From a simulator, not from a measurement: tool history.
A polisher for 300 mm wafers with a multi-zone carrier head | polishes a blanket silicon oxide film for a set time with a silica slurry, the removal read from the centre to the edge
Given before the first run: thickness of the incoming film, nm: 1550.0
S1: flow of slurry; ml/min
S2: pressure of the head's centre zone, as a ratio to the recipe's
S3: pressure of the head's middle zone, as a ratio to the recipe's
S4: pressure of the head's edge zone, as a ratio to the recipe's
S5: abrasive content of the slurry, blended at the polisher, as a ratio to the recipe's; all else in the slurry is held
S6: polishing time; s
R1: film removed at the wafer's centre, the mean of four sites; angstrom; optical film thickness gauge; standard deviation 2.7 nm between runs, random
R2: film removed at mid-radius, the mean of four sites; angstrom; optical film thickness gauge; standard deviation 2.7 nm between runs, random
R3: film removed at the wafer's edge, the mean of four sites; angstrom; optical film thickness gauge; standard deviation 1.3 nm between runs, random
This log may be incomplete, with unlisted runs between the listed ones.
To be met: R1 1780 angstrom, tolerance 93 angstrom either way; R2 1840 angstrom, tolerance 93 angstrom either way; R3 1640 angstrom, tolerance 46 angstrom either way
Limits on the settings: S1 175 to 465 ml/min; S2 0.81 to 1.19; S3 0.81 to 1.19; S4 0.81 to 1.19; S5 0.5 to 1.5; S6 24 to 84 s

run,hour,S1,S2,S3,S4,S5,S6,R1,R2,R3
1,0,295,1,1,1,1,54,1989,1911,1966.8
2,7.5,295,1,1.02,0.95,0.95,54,1976,1896,1884.1
3,15.3,295,1,1.08,0.95,0.95,54,1934.2,2000.1,1855.8
4,16.2,290,1,1.08,0.92,0.9,54,1850.2,1989.1,1807
5,18.3,340,1,1.08,0.92,0.9,54,1935.9,2043.7,1835.9
6,24.8,295,1,1.08,0.92,0.9,54,1940.1,1947.8,1823.1
7,32.9,295,1,1.08,0.92,0.9,54,1906.2,1974.5,1803.4
8,37,295,1,1.08,0.92,0.9,54,1915.4,1976,1828.6
9,45,295,1,1.08,0.92,0.9,54,1926.6,2013.1,1795.7
10,46.1,285,0.99,1.07,0.91,0.85,54,1810.9,1902.8,1737.5
11,46.7,275,0.99,1.07,0.89,0.85,54,1788.3,1834.7,1748

Which single option among these 5 for the next run brings every result within its allowed miss of target? Just one does.
A,47.3,365,0.99,1.19,1.01,0.85,45,?,?,?
B,47.3,235,0.99,1.04,0.94,0.85,55,?,?,?
C,47.3,365,0.9,0.96,0.88,0.85,59,?,?,?
D,47.3,230,1.02,1.11,0.91,0.8,53,?,?,?
E,47.3,235,0.86,0.92,0.96,0.9,58,?,?,?

move,R1,R2,R3
A,1568.8,1775.7,1582.9
B,1814.6,1841.4,1806.2
C,1865.4,1939.9,1954
D,1753,1824.3,1667.9
E,1697.4,1793.2,1970.9
A: pushes the last run's worst result past its target
B: its largest miss is bigger than the last run's
C: its largest miss is bigger than the last run's
D: all results land within tolerance of their targets
E: its largest miss is bigger than the last run's
So the answer is move D, the one that meets all the targets.
